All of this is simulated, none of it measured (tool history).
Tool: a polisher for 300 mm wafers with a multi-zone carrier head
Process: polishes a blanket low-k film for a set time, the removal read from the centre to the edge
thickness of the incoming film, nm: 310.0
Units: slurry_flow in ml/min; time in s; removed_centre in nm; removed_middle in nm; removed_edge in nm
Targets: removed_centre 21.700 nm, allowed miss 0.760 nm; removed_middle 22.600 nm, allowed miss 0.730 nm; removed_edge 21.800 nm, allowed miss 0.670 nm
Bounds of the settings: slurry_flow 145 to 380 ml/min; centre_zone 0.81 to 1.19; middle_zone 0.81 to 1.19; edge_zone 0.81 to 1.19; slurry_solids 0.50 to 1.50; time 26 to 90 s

run	hour	slurry_flow	centre_zone	middle_zone	edge_zone	slurry_solids	time	removed_centre	removed_middle	removed_edge
1	0.0	245	1.00	1.00	1.00	1.00	58	26.769	26.513	25.884
2	8.4	240	0.99	0.99	0.98	1.00	58	26.082	25.990	25.407
3	14.9	240	1.06	0.99	0.98	1.00	58	28.258	26.449	25.596
4	22.5	240	1.06	0.99	0.98	0.80	58	25.503	24.014	23.619
5	28.5	240	1.03	0.99	0.98	0.80	58	25.258	24.051	23.782
6	35.7	235	1.02	0.99	0.97	0.80	58	24.835	24.424	23.496
7	40.4	230	1.01	0.98	0.96	0.80	58	24.791	24.067	23.252
8	47.7	230	1.00	0.98	0.96	0.80	58	23.890	23.630	23.594
9	52.3	230	1.00	0.98	0.95	0.80	58	23.910	23.852	23.370
10	55.7	230	1.00	0.98	0.94	0.80	58	24.460	23.643	23.287
11	56.9	225	0.99	0.98	0.93	0.80	58	23.964	23.260	22.945
12	65.4	220	0.98	0.98	0.93	0.80	58	23.351	23.224	22.656
13	70.0	215	0.98	0.98	0.93	0.80	58	23.472	23.403	22.784
14	78.0	210	0.97	0.98	0.93	0.80	58	22.862	23.517	22.601
15	79.5	210	0.97	0.98	0.93	0.80	58	23.326	23.160	22.580
16	84.3	205	0.96	0.98	0.93	0.80	58	22.917	23.312	22.764
17	89.8	205	0.96	0.98	0.92	0.80	58	23.099	23.898	22.743

Which of these 4 next moves meets every target?
A	95.3	145	0.96	0.99	0.91	0.65	63	?	?	?
B	95.3	235	0.95	0.88	0.90	0.85	59	?	?	?
C	95.3	275	0.86	0.87	1.02	0.55	63	?	?	?
D	95.3	235	0.97	0.93	0.84	0.60	64	?	?	?

move	removed_centre	removed_middle	removed_edge
A	21.348	22.278	21.271
B	23.911	22.662	23.284
C	20.021	20.750	22.727
D	23.256	22.589	21.473
A: meets every target
B: further off than the last run
C: takes the result that was furthest off past its target
D: further off than the last run
Answer: A
